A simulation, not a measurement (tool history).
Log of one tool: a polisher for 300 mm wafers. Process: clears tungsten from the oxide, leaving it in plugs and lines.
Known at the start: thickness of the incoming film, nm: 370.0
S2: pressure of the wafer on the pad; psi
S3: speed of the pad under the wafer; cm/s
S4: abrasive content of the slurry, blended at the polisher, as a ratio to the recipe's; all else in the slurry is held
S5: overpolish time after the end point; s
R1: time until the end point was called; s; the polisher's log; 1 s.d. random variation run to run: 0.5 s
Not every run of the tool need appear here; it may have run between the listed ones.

run 1 hour=0.0 | flow_of_slurry_(ml/min)=250 S2=3.0 S3=132 S4=1.0 S5=10 | R1=70.979
run 2 hour=7.9 | flow_of_slurry_(ml/min)=250 S2=3.3 S3=134 S4=1.0 S5=10 | R1=64.746
run 3 hour=13.9 | flow_of_slurry_(ml/min)=250 S2=3.6 S3=138 S4=1.0 S5=10 | R1=57.563
run 4 hour=16.7 | flow_of_slurry_(ml/min)=250 S2=3.8 S3=140 S4=1.0 S5=10 | R1=54.755
run 5 hour=19.6 | flow_of_slurry_(ml/min)=250 S2=4.0 S3=144 S4=1.0 S5=10 | R1=50.127
run 6 hour=24.5 | flow_of_slurry_(ml/min)=250 S2=4.1 S3=146 S4=1.0 S5=10 | R1=47.969
run 7 hour=26.0 | flow_of_slurry_(ml/min)=250 S2=4.2 S3=148 S4=1.0 S5=10 | R1=47.138
run 8 hour=27.4 | flow_of_slurry_(ml/min)=250 S2=4.3 S3=150 S4=1.0 S5=10 | R1=46.278
run 9 hour=35.6 | flow_of_slurry_(ml/min)=250 S2=4.4 S3=152 S4=1.0 S5=10 | R1=43.279

What will run 10 give?
run 10 hour=42.2 | flow_of_slurry_(ml/min)=250 S2=4.5 S3=154 S4=1.0 S5=10 | R1=?

{"run 10": {"R1": 42.772}}

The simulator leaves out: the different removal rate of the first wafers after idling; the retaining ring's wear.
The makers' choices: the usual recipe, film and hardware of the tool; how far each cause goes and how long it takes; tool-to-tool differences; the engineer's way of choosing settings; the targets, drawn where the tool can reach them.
